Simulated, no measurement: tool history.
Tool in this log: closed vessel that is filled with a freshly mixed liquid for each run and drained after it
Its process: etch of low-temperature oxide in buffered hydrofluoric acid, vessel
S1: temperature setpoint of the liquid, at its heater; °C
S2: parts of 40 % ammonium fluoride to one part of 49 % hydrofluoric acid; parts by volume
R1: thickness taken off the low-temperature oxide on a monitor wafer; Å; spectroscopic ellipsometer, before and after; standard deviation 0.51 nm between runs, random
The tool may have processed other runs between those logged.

Run 1, day 0: S1 23 °C, S2 23.5 parts by volume, time in the liquid (s) 30. Result: R1 521.55 Å.
Run 2, day 0.188: S1 24.5 °C, S2 23 parts by volume, time in the liquid (s) 30. Result: R1 568.3 Å.
Run 3, day 0.558: S1 26 °C, S2 22.5 parts by volume, time in the liquid (s) 30. Result: R1 627.73 Å.
Run 4, day 0.879: S1 29 °C, S2 22.5 parts by volume, time in the liquid (s) 30. Result: R1 731.29 Å.
Run 5, day 1.017: S1 29 °C, S2 16.5 parts by volume, time in the liquid (s) 30. Result: R1 960.7 Å.
Run 6, day 1.125: S1 28.5 °C, S2 16.5 parts by volume, time in the liquid (s) 30. Result: R1 938.87 Å.
Run 7, day 1.379: S1 28 °C, S2 16.5 parts by volume, time in the liquid (s) 30. Result: R1 912.91 Å.
Run 8, day 1.425: S1 27.5 °C, S2 16.5 parts by volume, time in the liquid (s) 30. Result: R1 889.72 Å.

Predict the results of run 9:
Run 9, day 1.471: S1 27 °C, S2 16.5 parts by volume, time in the liquid (s) 30. Result: R1 ?.

{"run 9": {"R1": 858.05}}
